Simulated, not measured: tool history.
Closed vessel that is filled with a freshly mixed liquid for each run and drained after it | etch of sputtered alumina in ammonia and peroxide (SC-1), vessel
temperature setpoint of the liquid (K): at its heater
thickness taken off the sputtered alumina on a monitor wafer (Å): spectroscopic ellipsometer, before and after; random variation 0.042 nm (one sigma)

run  hour  temperature setpoint of the liquid (K)  parts of 29 % ammonia solution to one part of 30 % peroxide (parts by volume)  time in the liquid (s)  thickness taken off the sputtered alumina on a monitor wafer (Å)
  1     0                                  322.15                                                                            0.8                      55                                                            25.632
  2   6.4                                  323.65                                                                            0.8                      55                                                            27.904
  3  12.5                                  323.65                                                                              1                      55                                                            28.766
  4  14.4                                  320.65                                                                              1                      55                                                            23.671
  5  16.5                                  320.65                                                                           0.85                      55                                                             23.68
  6  25.7                                  320.65                                                                           0.85                      55                                                            23.506

Run 7 comes next. What will it give?
  7  27.4                                  322.15                                                                           0.85                      55                                                                 ?

Run 7 gave thickness taken off the sputtered alumina on a monitor wafer (Å) 25.99.
